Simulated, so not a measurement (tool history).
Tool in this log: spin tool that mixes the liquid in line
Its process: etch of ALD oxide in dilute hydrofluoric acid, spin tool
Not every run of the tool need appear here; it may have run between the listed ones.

run	day	temperature setpoint of the liquid (C)	parts of water to one part of 49 % hydrofluoric acid (parts by volume)	time under the liquid (s)	thickness taken off the ALD oxide on a monitor wafer (Å)
1	0.000	24.0	195	65	51.594
2	0.208	24.0	235	65	41.643
3	0.254	24.0	235	65	41.584
4	0.508	24.0	290	65	31.902
5	0.871	21.0	290	65	28.815
6	1.158	23.5	250	65	37.781
7	1.258	25.5	220	65	47.450
8	1.379	27.0	200	65	56.283
9	1.650	28.0	185	65	64.019
10	1.925	29.0	175	65	71.152
11	2.112	29.5	170	65	75.058
12	2.438	30.0	170	65	76.804

Expected results for the next run?
13	2.500	30.5	170	65	?

Run 13 gave thickness taken off the ALD oxide on a monitor wafer (Å) 78.250.

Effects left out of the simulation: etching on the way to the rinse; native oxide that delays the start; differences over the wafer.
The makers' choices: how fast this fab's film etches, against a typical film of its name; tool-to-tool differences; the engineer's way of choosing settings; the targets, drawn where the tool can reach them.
